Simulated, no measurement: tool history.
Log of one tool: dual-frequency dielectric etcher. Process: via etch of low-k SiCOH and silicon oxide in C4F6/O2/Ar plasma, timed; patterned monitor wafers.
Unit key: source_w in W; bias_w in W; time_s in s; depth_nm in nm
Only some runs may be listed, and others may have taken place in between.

run,hour,source_w,bias_w,time_s,depth_nm
1,0.0,340,156,46.5,109.910
2,4.4,370,156,46.5,112.880
3,10.0,340,148,46.5,108.160
4,10.8,310,142,46.5,104.780
# hour 16.9: source power generator calibrated
5,16.9,290,135,46.5,102.590
6,23.1,280,128,46.0,99.561
7,28.1,280,128,46.0,99.419
8,29.2,270,125,46.0,98.049

Run 9 has not been measured yet. What should we expect?
9,33.2,260,123,46.0,?

For run 9 the tool returned depth_nm 96.849 nm.
